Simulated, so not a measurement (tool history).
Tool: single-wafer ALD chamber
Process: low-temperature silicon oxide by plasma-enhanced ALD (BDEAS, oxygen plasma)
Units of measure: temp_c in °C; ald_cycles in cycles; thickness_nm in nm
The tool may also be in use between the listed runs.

run 1 hour=0 | temp_c=105 ald_cycles=47 | thickness_nm=6.8456
run 2 hour=6.3 | temp_c=105 ald_cycles=52 | thickness_nm=7.5681
run 3 hour=14.4 | temp_c=106 ald_cycles=48 | thickness_nm=6.923
run 4 hour=20.3 | temp_c=108 ald_cycles=46 | thickness_nm=6.6427
run 5 hour=23.2 | temp_c=109 ald_cycles=44 | thickness_nm=6.3631
run 6 hour=23.9 | temp_c=109 ald_cycles=47 | thickness_nm=6.7735
run 7 hour=32.1 | temp_c=110 ald_cycles=45 | thickness_nm=6.454
run 8 hour=36 | temp_c=111 ald_cycles=43 | thickness_nm=6.1687
run 9 hour=41.4 | temp_c=112 ald_cycles=42 | thickness_nm=6.0241
run 10 hour=44.9 | temp_c=113 ald_cycles=41 | thickness_nm=5.8405
run 11 hour=52.2 | temp_c=114 ald_cycles=41 | thickness_nm=5.8576
run 12 hour=59.9 | temp_c=115 ald_cycles=40 | thickness_nm=5.6572
run 13 hour=64.8 | temp_c=116 ald_cycles=40 | thickness_nm=5.6879

Expected results for the next run?
run 14 hour=71.3 | temp_c=116 ald_cycles=40 | thickness_nm=?

thickness_nm: 5.6816 nm
